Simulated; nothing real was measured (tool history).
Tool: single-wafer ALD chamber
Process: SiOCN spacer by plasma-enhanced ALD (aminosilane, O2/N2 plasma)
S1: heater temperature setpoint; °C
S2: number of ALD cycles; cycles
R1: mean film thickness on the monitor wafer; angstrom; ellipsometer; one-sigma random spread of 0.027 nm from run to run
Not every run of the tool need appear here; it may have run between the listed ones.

run	hour	S1	S2	R1
1	0.0	415	68	38.893
2	6.8	422	68	38.700
3	7.7	421	73	41.763
4	14.0	421	76	43.125
5	20.6	421	82	46.794
6	23.0	421	74	41.696
7	24.5	420	77	43.929
8	31.1	420	79	44.510

For run 9, what comes out?
9	33.1	420	81	?

Run 9 measured R1 45.696 angstrom.
